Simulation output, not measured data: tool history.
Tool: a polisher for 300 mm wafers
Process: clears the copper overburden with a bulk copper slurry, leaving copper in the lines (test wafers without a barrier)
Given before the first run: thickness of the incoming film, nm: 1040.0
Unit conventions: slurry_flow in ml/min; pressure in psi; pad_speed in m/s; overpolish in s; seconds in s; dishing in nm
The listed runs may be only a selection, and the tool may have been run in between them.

{"run": 1, "hour": 0.0, "slurry_flow": 305, "pressure": 2.9, "pad_speed": 1.38, "slurry_solids": 1.0, "overpolish": 23, "seconds": 96.572, "dishing": 87.328}
{"run": 2, "hour": 2.8, "slurry_flow": 305, "pressure": 3.2, "pad_speed": 1.4, "slurry_solids": 1.0, "overpolish": 21, "seconds": 87.96, "dishing": 89.011}
{"run": 3, "hour": 11.3, "slurry_flow": 305, "pressure": 3.4, "pad_speed": 1.44, "slurry_solids": 1.0, "overpolish": 19, "seconds": 80.929, "dishing": 88.484}
{"run": 4, "hour": 12.3, "slurry_flow": 305, "pressure": 3.6, "pad_speed": 1.48, "slurry_solids": 1.0, "overpolish": 18, "seconds": 73.59, "dishing": 92.794}
{"hour": 16.9, "done": "slurry blender recalibrated"}
{"run": 5, "hour": 16.9, "slurry_flow": 305, "pressure": 3.8, "pad_speed": 1.5, "slurry_solids": 1.0, "overpolish": 16, "seconds": 63.279, "dishing": 93.958}
{"run": 6, "hour": 18.8, "slurry_flow": 370, "pressure": 3.8, "pad_speed": 1.5, "slurry_solids": 1.0, "overpolish": 16, "seconds": 62.55, "dishing": 93.687}
{"run": 7, "hour": 19.6, "slurry_flow": 375, "pressure": 3.9, "pad_speed": 1.5, "slurry_solids": 1.0, "overpolish": 15, "seconds": 60.778, "dishing": 92.458}
{"run": 8, "hour": 21.1, "slurry_flow": 375, "pressure": 4.0, "pad_speed": 1.5, "slurry_solids": 1.0, "overpolish": 14, "seconds": 59.127, "dishing": 96.07}

Run 9 is up next; what results do you expect?
{"run": 9, "hour": 30.0, "slurry_flow": 375, "pressure": 4.1, "pad_speed": 1.5, "slurry_solids": 1.0, "overpolish": 13, "seconds": "?", "dishing": "?"}

{"run 9": {"seconds": 56.75, "dishing": 91.029}}
